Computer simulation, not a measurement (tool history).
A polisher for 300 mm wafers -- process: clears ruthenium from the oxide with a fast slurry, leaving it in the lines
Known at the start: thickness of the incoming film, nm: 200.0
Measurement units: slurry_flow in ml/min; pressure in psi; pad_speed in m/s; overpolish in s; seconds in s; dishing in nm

run  hour  slurry_flow  pressure  pad_speed  slurry_solids  overpolish  seconds  dishing
  1   0.0          250       3.4       0.98            1.0          13   37.508   54.838
  2   2.1          250       3.8       0.98            1.0          12   34.126   58.761
  3  10.5          250       3.4       0.98            1.0          12   37.813   52.653
  4  14.2          250       3.8       1.00            1.0          10   32.886   49.562
  5  16.1          250       4.1       1.02            1.0           9   30.508   48.981
  6  21.5          250       4.4       1.04            1.0           9   27.220   52.246

The next listed run, before its measurement:
  7  26.9          250       4.6       1.04            1.0           9        ?        ?

For run 7 the tool returned seconds 26.916 s, dishing 55.086 nm.
